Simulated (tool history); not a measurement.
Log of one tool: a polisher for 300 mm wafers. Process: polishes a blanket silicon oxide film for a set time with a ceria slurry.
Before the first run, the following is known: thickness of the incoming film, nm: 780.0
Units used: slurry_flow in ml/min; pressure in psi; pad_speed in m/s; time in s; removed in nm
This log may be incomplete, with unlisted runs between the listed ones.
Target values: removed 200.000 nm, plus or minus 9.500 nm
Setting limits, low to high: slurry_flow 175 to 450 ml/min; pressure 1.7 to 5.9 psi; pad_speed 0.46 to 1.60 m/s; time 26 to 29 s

run  hour  slurry_flow  pressure  pad_speed  time  removed
  1   0.0          290       3.8       1.02    29  150.200
  2   4.3          290       2.9       1.02    29  116.260
  3  13.0          320       2.9       1.02    29  113.600
  4  21.3          320       3.4       1.04    29  134.900
     25.4  -- head pressure recalibrated
  5  25.4          320       2.7       1.04    29  103.770
  6  31.0          320       1.9       1.04    29   73.206
  7  39.1          320       2.6       1.06    29  101.980
  8  43.7          320       3.1       1.06    29  121.440
  9  50.9          315       3.5       1.06    29  136.340
 10  54.1          305       3.8       1.06    29  145.390
 11  55.5          305       4.1       1.08    29  159.690
 12  63.0          305       4.3       1.08    29  164.490
 13  71.1          300       4.5       1.08    29  174.760
 14  79.2          300       4.6       1.08    29  181.030
 15  82.2          300       4.7       1.08    29  182.270
 16  83.8          295       4.8       1.08    29  185.150
 17  86.6          295       4.9       1.08    29  188.620

Next run, 4 choices. One meets every target within its allowed miss, the rest don't. Which?
  A  89.4          310       4.7       1.18    29        ?
  B  89.4          260       4.8       1.16    26        ?
  C  89.4          285       4.8       1.16    26        ?
  D  89.4          290       5.2       1.12    26        ?

move  removed
   A  198.600
   B  175.510
   C  177.280
   D  185.590
A: all results in spec
B: further off than the last run
C: further off than the last run
D: further off than the last run
Move A is the one to make.

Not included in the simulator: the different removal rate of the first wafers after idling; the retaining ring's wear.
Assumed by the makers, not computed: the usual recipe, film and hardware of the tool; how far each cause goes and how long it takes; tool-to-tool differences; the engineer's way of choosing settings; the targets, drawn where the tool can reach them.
